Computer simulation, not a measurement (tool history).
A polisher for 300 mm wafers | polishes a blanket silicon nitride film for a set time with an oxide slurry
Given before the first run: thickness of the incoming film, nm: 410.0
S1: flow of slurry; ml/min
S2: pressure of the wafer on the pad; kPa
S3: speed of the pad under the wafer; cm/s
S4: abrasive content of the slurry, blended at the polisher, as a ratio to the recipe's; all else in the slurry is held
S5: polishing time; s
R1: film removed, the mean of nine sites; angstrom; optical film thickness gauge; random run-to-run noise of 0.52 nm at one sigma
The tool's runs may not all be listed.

run 1 hour=0 | S1=275 S2=21.4 S3=128 S4=1 S5=108 | R1=597.55
run 2 hour=2.9 | S1=275 S2=18.6 S3=126 S4=1 S5=108 | R1=514.13
run 3 hour=8.2 | S1=275 S2=18.6 S3=126 S4=1 S5=114 | R1=541.64
run 4 hour=16 | S1=275 S2=18.6 S3=126 S4=0.85 S5=114 | R1=505.66
run 5 hour=16.7 | S1=275 S2=16.5 S3=124 S4=0.85 S5=114 | R1=443.95
run 6 hour=22.4 | S1=275 S2=16.5 S3=124 S4=0.85 S5=114 | R1=457.24
run 7 hour=23 | S1=275 S2=15.2 S3=122 S4=0.85 S5=114 | R1=406.44
run 8 hour=25.3 | S1=275 S2=15.2 S3=122 S4=0.85 S5=114 | R1=407.03

The next listed run, before its measurement:
-- hour=28.6 slurry nozzle cleaned
run 9 hour=28.6 | S1=275 S2=14.5 S3=122 S4=0.85 S5=114 | R1=?

R1: 401.76 angstrom

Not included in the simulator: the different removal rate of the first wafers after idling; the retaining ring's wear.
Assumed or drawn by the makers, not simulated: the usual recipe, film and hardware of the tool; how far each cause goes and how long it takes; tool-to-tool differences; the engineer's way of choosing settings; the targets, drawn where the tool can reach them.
